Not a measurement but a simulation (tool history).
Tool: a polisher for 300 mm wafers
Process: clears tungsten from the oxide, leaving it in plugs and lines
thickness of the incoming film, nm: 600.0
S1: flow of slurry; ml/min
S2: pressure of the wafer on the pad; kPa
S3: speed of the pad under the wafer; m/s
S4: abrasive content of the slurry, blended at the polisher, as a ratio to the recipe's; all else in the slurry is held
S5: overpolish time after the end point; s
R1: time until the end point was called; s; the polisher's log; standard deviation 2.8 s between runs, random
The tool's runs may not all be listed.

run	day	S1	S2	S3	S4	S5	R1
1	0	185	26.2	1.34	1	43	90.557
2	0.275	185	26.2	1.14	1	43	104.63
3	0.375	185	26.2	0.96	1	43	122.8
4	0.658	185	26.2	1.18	1	43	101.78
5	0.738	185	26.2	1.18	1	43	102.49
6	0.892	185	26.2	1.18	0.85	43	108.96
7	1.167	185	26.2	1.18	0.85	43	108.51

Forecast run 8:
8	1.375	185	22.8	1.14	0.85	43	?

{"run 8": {"R1": 129.68}}
